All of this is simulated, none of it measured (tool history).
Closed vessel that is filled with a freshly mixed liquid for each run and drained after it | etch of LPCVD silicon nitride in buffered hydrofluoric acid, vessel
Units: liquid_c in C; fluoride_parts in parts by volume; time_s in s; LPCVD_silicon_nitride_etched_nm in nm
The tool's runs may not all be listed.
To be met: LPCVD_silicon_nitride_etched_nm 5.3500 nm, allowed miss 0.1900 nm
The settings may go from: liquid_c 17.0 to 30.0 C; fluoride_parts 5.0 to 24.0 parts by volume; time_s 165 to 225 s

run  hour  liquid_c  fluoride_parts  time_s  LPCVD_silicon_nitride_etched_nm
  1   0.0      22.0            14.5     225                           1.9457
  2   4.0      22.0            14.5     225                           2.0059
  3   6.8      24.0            12.5     225                           2.5991
  4   9.8      24.0            12.5     225                           2.5706
  5  18.8      24.0            15.0     225                           2.1463
  6  26.6      22.0            15.0     225                           1.9284
  7  31.3      24.0            13.0     225                           2.4827
  8  39.9      25.5            11.5     225                           3.0240
  9  43.3      26.5            10.5     225                           3.4832
 10  51.7      27.5             9.5     225                           4.0659
 11  55.0      28.0             9.0     225                           4.3745
 12  56.6      28.5             8.5     225                           4.7171
     58.8  -- hydrofluoric acid flow meter replaced
 13  58.8      30.0             8.0     225                           6.0304
 14  61.6      29.5             8.0     225                           5.8372
 15  66.4      29.0             8.0     225                           5.6637
 16  68.5      28.5             8.0     225                           5.5736

4 next moves are on the table. One of them brings every result within its allowed miss. Which?
  A  70.6      29.5             7.5     205                                ?
  B  70.6      29.5             8.0     225                                ?
  C  70.6      25.0             7.5     225                                ?
  D  70.6      28.0             8.0     220                                ?

move  LPCVD_silicon_nitride_etched_nm
   A                           5.7641
   B                           5.9004
   C                           4.9770
   D                           5.3299
A: further off than the last run
B: further off than the last run
C: takes the result that was furthest off past its target
D: meets every target
Answer: D
